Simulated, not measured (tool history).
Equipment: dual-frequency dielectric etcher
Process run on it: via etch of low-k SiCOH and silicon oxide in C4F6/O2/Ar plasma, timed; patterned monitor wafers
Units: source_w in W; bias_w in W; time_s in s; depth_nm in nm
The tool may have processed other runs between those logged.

run    day  source_w  bias_w  time_s  depth_nm
  1      0       290     215    81.5    221.58
  2  0.329       270     215    81.5    214.67
  3  0.488       270     245    81.5    225.27
  4  0.679       280     247    81.5    229.82
  5  0.896       280     247    85.5     241.3
  6  1.012       280     247    85.5    241.22
  7  1.321       280     248    85.5    241.72

Run 8 is up next; what results do you expect?
  8  1.508       280     249    85.5         ?

Run 8 came out at depth_nm 241.97 nm.
